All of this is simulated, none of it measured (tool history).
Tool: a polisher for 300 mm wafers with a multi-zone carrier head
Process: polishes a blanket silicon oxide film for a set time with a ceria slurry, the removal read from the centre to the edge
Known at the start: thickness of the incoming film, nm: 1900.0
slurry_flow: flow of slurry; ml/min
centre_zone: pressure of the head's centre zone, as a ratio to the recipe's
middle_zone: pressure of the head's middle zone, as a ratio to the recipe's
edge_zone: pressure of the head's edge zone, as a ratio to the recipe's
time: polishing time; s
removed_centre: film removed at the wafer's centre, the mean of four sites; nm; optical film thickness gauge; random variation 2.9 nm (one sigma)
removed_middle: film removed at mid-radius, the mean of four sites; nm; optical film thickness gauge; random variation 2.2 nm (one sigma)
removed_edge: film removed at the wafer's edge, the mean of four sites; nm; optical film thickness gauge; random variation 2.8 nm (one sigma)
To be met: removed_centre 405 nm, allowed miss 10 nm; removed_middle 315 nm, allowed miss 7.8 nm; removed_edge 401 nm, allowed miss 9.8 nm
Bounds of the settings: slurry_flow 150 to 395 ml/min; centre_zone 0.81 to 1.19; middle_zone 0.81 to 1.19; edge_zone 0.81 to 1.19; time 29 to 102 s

run  hour  slurry_flow  centre_zone  middle_zone  edge_zone  time  removed_centre  removed_middle  removed_edge
  1     0          250            1            1          1    65          261.45           250.1        261.98
  2   2.7          250         0.92            1          1    65          245.46          247.37        260.46
  3  11.3          250         0.96            1          1    65          251.04          254.39        259.28
  4  17.9          265         1.01         0.95       1.06    72          289.17          265.38        298.37
     22.1  -- slurry nozzle cleaned
  5  22.1          275         1.06         0.93        1.1    77          324.96          286.79        329.39
  6  23.1          275         1.06         0.93        1.1    92          392.53          342.49        392.26
  7  25.2          270         1.07          0.9       1.11    92          389.37          337.57        392.94
  8  28.2          280         1.09         0.87       1.13    91          394.01           322.6        392.88

Which of these 4 next moves meets every target?
  A  31.2          330         1.12         0.91       1.11    87               ?               ?             ?
  B  31.2          320         1.13          0.9       1.16    91               ?               ?             ?
  C  31.2          280          1.1         0.89       1.15    92               ?               ?             ?
  D  31.2          250         1.07         0.81       1.07    96               ?               ?             ?

move  removed_centre  removed_middle  removed_edge
   A          392.79          320.63        376.66
   B          412.29           331.6        401.38
   C          405.38          329.17        401.43
   D          411.56          315.45        403.49
A: further off than the last run
B: brings the result that was furthest off to its target, and leaves another outside
C: brings the result that was furthest off to its target, and leaves another outside
D: meets every target
Answer: D
